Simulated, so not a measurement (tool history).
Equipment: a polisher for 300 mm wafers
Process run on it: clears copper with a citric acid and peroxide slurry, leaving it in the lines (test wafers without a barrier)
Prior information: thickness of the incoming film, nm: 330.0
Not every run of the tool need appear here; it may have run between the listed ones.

| run | hour | flow of slurry (ml/min) | pressure of the wafer on the pad (kPa) | speed of the pad under the wafer (m/s) | abrasive content of the slurry | overpolish time after the end point (s) | time until the end point was called (s) | dishing of a wide line in a test structure (angstrom) |
|---|---|---|---|---|---|---|---|---|
| 1 | 0.0 | 120 | 21.4 | 0.88 | 1.00 | 11 | 174.58 | 135.770 |
| 2 | 5.1 | 120 | 21.4 | 0.88 | 1.10 | 11 | 165.27 | 134.030 |
| 3 | 11.6 | 115 | 17.9 | 0.82 | 1.15 | 10 | 211.77 | 105.130 |
| 4 | 19.4 | 110 | 15.2 | 0.80 | 1.15 | 9 | 248.93 | 81.038 |
| 5 | 22.0 | 105 | 13.8 | 0.78 | 1.15 | 9 | 287.31 | 72.274 |
| 6 | 28.2 | 105 | 13.8 | 0.78 | 1.05 | 9 | 296.94 | 71.339 |
| 7 | 36.1 | 100 | 13.1 | 0.78 | 1.05 | 9 | 313.52 | 66.376 |
| 8 | 41.3 | 95 | 13.1 | 0.78 | 1.05 | 9 | 309.07 | 66.197 |

Predict the results of run 9:
| 9 | 44.8 | 90 | 12.4 | 0.78 | 1.05 | 9 | ? | ? |

time until the end point was called (s): 335.89
dishing of a wide line in a test structure (angstrom): 62.304
